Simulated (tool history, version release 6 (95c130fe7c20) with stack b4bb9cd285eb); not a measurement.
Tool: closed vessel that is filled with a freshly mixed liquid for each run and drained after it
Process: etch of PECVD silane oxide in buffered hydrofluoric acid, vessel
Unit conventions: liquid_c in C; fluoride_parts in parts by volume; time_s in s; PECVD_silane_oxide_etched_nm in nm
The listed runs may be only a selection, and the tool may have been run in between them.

{"run": 1, "day": 0.0, "liquid_c": 20, "fluoride_parts": 13.5, "time_s": 95, "PECVD_silane_oxide_etched_nm": 168.95}
{"run": 2, "day": 0.262, "liquid_c": 18, "fluoride_parts": 13.5, "time_s": 95, "PECVD_silane_oxide_etched_nm": 153.04}
{"run": 3, "day": 0.6, "liquid_c": 18, "fluoride_parts": 13.5, "time_s": 100, "PECVD_silane_oxide_etched_nm": 160.72}
{"run": 4, "day": 0.658, "liquid_c": 18, "fluoride_parts": 13.5, "time_s": 100, "PECVD_silane_oxide_etched_nm": 162.48}
{"run": 5, "day": 0.738, "liquid_c": 18, "fluoride_parts": 11, "time_s": 100, "PECVD_silane_oxide_etched_nm": 196.07}
{"run": 6, "day": 0.883, "liquid_c": 17.5, "fluoride_parts": 13, "time_s": 100, "PECVD_silane_oxide_etched_nm": 163.2}

Run 7 is up next; what results do you expect?
{"run": 7, "day": 1.038, "liquid_c": 17.5, "fluoride_parts": 14.5, "time_s": 100, "PECVD_silane_oxide_etched_nm": "?"}

PECVD_silane_oxide_etched_nm: 145.21 nm

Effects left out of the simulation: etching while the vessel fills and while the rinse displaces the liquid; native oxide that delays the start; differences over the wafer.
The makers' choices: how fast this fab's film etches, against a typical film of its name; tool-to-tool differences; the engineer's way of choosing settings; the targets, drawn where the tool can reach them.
